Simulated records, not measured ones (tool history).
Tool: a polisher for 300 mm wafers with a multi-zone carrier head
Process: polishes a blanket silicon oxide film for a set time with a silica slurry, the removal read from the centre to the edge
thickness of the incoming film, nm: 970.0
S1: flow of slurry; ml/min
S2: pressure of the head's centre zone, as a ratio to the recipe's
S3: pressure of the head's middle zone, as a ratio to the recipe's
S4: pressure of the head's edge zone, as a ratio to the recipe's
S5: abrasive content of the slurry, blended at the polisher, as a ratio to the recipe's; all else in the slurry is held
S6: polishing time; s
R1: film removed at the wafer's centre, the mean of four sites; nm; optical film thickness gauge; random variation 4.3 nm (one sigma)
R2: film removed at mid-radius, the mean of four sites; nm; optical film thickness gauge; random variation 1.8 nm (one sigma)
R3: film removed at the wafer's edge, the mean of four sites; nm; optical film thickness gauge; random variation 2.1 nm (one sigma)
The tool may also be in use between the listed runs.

Run 1, hour 0.0: S1 265 ml/min, S2 1.00, S3 1.00, S4 1.00, S5 1.00, S6 77 s. Result: R1 339.63 nm, R2 330.06 nm, R3 350.31 nm.
Run 2, hour 7.4: S1 255 ml/min, S2 1.01, S3 0.95, S4 0.97, S5 0.90, S6 77 s. Result: R1 325.25 nm, R2 300.96 nm, R3 331.99 nm.
Run 3, hour 13.4: S1 250 ml/min, S2 1.02, S3 0.92, S4 0.94, S5 0.85, S6 77 s. Result: R1 323.21 nm, R2 287.52 nm, R3 320.20 nm.
Run 4, hour 15.8: S1 245 ml/min, S2 1.03, S3 0.89, S4 0.92, S5 0.80, S6 77 s. Result: R1 311.89 nm, R2 274.05 nm, R3 306.22 nm.
Run 5, hour 18.0: S1 285 ml/min, S2 1.03, S3 0.89, S4 0.92, S5 0.80, S6 77 s. Result: R1 321.45 nm, R2 275.05 nm, R3 312.97 nm.
Run 6, hour 23.3: S1 315 ml/min, S2 1.03, S3 0.89, S4 0.92, S5 0.80, S6 77 s. Result: R1 326.47 nm, R2 279.77 nm, R3 309.82 nm.
Run 7, hour 28.2: S1 305 ml/min, S2 1.04, S3 0.87, S4 0.92, S5 0.75, S6 77 s. Result: R1 306.56 nm, R2 268.90 nm, R3 306.13 nm.
Run 8, hour 35.0: S1 315 ml/min, S2 1.14, S3 0.81, S4 0.86, S5 0.55, S6 74 s. Result: R1 278.68 nm, R2 212.57 nm, R3 251.41 nm.

Forecast run 9:
Run 9, hour 37.4: S1 320 ml/min, S2 1.14, S3 0.82, S4 0.89, S5 0.55, S6 74 s. Result: R1 ?, R2 ?, R3 ?.

R1: 279.79 nm
R2: 218.32 nm
R3: 256.33 nm
